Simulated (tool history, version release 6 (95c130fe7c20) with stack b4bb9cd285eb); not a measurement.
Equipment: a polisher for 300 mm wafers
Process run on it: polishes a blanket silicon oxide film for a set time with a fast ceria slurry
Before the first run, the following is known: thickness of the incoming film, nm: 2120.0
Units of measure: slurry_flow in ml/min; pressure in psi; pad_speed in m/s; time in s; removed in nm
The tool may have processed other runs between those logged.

| run | hour | slurry_flow | pressure | pad_speed | time | removed |
|---|---|---|---|---|---|---|
| 1 | 0.0 | 240 | 2.1 | 1.00 | 76 | 796.20 |
| 2 | 7.8 | 240 | 1.8 | 1.00 | 76 | 697.80 |
| 3 | 9.4 | 240 | 1.8 | 1.12 | 76 | 767.84 |
| 4 | 15.7 | 240 | 2.1 | 1.12 | 76 | 898.82 |
| 5 | 17.6 | 240 | 2.3 | 1.12 | 76 | 963.13 |
|  | 19.1 | head pressure recalibrated |
| 6 | 19.1 | 240 | 2.3 | 1.12 | 80 | 956.88 |
| 7 | 21.6 | 240 | 2.5 | 1.12 | 80 | 1017.70 |

For run 8, what comes out?
| 8 | 25.7 | 240 | 2.7 | 1.12 | 80 | ? |

For run 8 the tool returned removed 1094.60 nm.

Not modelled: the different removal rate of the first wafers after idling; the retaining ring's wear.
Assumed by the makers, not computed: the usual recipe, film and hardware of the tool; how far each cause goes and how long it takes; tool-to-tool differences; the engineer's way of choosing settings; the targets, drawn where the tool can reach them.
